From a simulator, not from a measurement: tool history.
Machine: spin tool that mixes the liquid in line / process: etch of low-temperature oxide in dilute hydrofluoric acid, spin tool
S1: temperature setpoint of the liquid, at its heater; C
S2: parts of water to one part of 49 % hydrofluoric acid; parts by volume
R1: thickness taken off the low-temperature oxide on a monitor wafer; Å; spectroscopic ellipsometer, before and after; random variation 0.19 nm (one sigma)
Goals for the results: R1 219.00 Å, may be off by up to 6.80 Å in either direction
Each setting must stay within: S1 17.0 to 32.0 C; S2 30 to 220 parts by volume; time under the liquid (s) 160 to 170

{"run": 1, "hour": 0.0, "S1": 24.0, "S2": 125, "time under the liquid (s)": 160, "R1": 279.84}
{"run": 2, "hour": 2.9, "S1": 24.0, "S2": 90, "time under the liquid (s)": 160, "R1": 402.74}
{"run": 3, "hour": 7.6, "S1": 24.0, "S2": 90, "time under the liquid (s)": 170, "R1": 429.55}
{"run": 4, "hour": 16.4, "S1": 24.0, "S2": 65, "time under the liquid (s)": 170, "R1": 612.9}
{"run": 5, "hour": 21.6, "S1": 26.5, "S2": 65, "time under the liquid (s)": 170, "R1": 675.87}
{"run": 6, "hour": 24.4, "S1": 23.5, "S2": 85, "time under the liquid (s)": 170, "R1": 448.8}
{"run": 7, "hour": 31.1, "S1": 21.5, "S2": 95, "time under the liquid (s)": 170, "R1": 375.77}
{"run": 8, "hour": 33.2, "S1": 20.0, "S2": 105, "time under the liquid (s)": 170, "R1": 307.44}

Below are 5 possible settings for the next run. Only one of them brings all results inside the allowed miss of their targets. Which is it?
{"run": "A", "hour": 35.3, "S1": 20.5, "S2": 85, "time under the liquid (s)": 165, "R1": "?"}
{"run": "B", "hour": 35.3, "S1": 20.5, "S2": 90, "time under the liquid (s)": 160, "R1": "?"}
{"run": "C", "hour": 35.3, "S1": 18.0, "S2": 130, "time under the liquid (s)": 165, "R1": "?"}
{"run": "D", "hour": 35.3, "S1": 26.0, "S2": 110, "time under the liquid (s)": 170, "R1": "?"}
{"run": "E", "hour": 35.3, "S1": 21.5, "S2": 85, "time under the liquid (s)": 165, "R1": "?"}

move=A R1=387.50
move=B R1=352.84
move=C R1=217.69
move=D R1=372.86
move=E R1=403.77
A: further off than the last run
B: further off than the last run
C: all results in spec
D: further off than the last run
E: further off than the last run
C is the move that brings every result within its allowed miss.
